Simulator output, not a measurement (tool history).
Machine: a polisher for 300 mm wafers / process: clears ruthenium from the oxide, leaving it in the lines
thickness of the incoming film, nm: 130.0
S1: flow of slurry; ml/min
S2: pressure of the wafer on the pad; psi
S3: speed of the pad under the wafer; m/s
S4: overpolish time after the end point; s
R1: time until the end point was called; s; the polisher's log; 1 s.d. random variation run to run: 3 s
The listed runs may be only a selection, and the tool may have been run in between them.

run  hour   S1   S2    S3  S4      R1
  1   0.0  135  1.5  1.02  24  164.02
  2   6.6  135  1.5  0.82  24  193.37
  3  15.2  135  1.8  0.82  24  161.58
  4  20.0  135  1.8  0.98  24  139.97
  5  20.8  130  1.6  0.94  24  164.03
  6  23.5  130  1.5  0.90  24  181.16
  7  31.9  130  1.4  0.86  24  203.67
  8  38.1  125  1.3  0.86  24  215.58

Estimate the outcome of run 9 from the log above:
  9  41.4  125  1.3  0.86  24   ?

Run 9 yielded R1 219.75 s.
